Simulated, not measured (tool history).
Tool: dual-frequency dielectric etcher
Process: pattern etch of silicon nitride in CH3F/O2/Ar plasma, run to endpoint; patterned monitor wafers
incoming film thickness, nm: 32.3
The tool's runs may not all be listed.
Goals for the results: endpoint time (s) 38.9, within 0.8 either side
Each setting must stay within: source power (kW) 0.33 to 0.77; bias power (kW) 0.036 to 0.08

run	hour	source power (kW)	bias power (kW)	endpoint time (s)
1	0	0.55	0.058	42.782
2	3.9	0.46	0.058	45.029
3	12.7	0.51	0.059	43.621
4	14.1	0.55	0.06	42.231
5	19.3	0.55	0.068	40.913
6	27.5	0.47	0.068	43.098
7	31	0.5	0.069	41.918
8	38.2	0.52	0.07	40.944
9	41.9	0.54	0.07	40.885
10	45.9	0.56	0.071	40.024
11	49.2	0.57	0.071	40.016
12	54.2	0.58	0.071	39.758

Below are 5 possible settings for the next run. Only one of them brings all results inside the allowed miss of their targets. Which is it?
A	59.2	0.55	0.07	?
B	59.2	0.53	0.074	?
C	59.2	0.54	0.07	?
D	59.2	0.62	0.073	?
E	59.2	0.55	0.069	?

move	endpoint time (s)
A	40.458
B	40.292
C	40.692
D	38.49
E	40.62
A: misses by more than the last run did
B: misses by more than the last run did
C: misses by more than the last run did
D: every result within its allowed miss
E: misses by more than the last run did
Go with D: it meets all targets.

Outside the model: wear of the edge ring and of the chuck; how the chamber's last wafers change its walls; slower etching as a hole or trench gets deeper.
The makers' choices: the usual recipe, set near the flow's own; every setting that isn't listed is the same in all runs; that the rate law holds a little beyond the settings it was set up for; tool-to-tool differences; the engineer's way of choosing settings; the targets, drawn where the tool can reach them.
